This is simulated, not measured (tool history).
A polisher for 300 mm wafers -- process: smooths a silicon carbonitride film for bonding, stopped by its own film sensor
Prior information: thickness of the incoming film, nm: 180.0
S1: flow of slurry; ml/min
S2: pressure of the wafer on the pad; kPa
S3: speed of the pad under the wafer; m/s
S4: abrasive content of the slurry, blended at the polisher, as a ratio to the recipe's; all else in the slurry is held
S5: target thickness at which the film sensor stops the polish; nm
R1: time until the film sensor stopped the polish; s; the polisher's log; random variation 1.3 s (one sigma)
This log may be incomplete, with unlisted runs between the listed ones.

run  hour   S1    S2    S3   S4   S5       R1
  1   0.0  265  17.2  0.72  1.0  154   93.413
  2   2.4  265  17.9  0.72  1.0  154   90.121
  3   6.7  265  17.9  0.58  1.0  154  111.580
  4   7.7  265  17.9  0.58  0.8  154  116.810
  5  12.1  265  17.9  0.50  0.8  154  131.460
  6  17.3  265  17.9  0.60  0.8  154  115.640
  7  18.8  265  20.0  0.62  0.8  154  101.670

Predict the results of run 8:
  8  24.3  265  21.4  0.64  0.8  154   ?

Run 8 measured R1 92.403 s.
